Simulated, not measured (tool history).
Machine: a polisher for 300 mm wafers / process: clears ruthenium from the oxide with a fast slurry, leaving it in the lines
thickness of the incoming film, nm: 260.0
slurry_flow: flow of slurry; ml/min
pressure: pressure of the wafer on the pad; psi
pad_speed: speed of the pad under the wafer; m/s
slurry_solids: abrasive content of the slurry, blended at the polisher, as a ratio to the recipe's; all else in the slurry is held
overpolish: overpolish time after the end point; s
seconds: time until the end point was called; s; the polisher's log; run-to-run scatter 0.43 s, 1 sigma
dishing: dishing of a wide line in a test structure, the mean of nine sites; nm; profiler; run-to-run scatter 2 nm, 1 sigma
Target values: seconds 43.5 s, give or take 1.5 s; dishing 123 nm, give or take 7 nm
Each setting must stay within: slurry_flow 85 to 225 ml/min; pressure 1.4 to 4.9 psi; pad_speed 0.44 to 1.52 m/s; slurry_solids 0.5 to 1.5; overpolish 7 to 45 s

run    day  slurry_flow  pressure  pad_speed  slurry_solids  overpolish  seconds  dishing
  1      0          145       3.1       0.98              1          23   51.665    91.06
  2  0.129          150       3.2       0.98              1          24   49.911   97.053
  3  0.229          155       3.3       0.98              1          25   48.675   101.47
  4  0.462          155       3.4       0.98              1          26   46.642   111.14
  5  0.504          155       3.4       0.78              1          26   58.974   92.939
  6  0.712          125       3.4       0.78              1          26   62.037   91.442
  7  0.958          140       3.7       0.78              1          26   55.849   95.957
  8  1.142          150       3.9       0.78              1          27   52.397   101.74

Which one of the following 4 next-run settings gets every result inside its allowed miss? There is exactly one.
  A  1.325          140       4.1       0.68            0.8          39        ?        ?
  B  1.325          150       4.2       0.86              1          16        ?        ?
  C  1.325          155         4       0.78           1.05          21        ?        ?
  D  1.325          145       4.1        0.9           1.05          28        ?        ?

move  seconds  dishing
   A   65.528   115.48
   B   45.361   75.858
   C   50.531   86.989
   D   43.641   122.12
A: further off than the last run
B: further off than the last run
C: nearer the targets than the last run, but a result is still out of spec
D: all results land within tolerance of their targets
Go with D: it meets all targets.
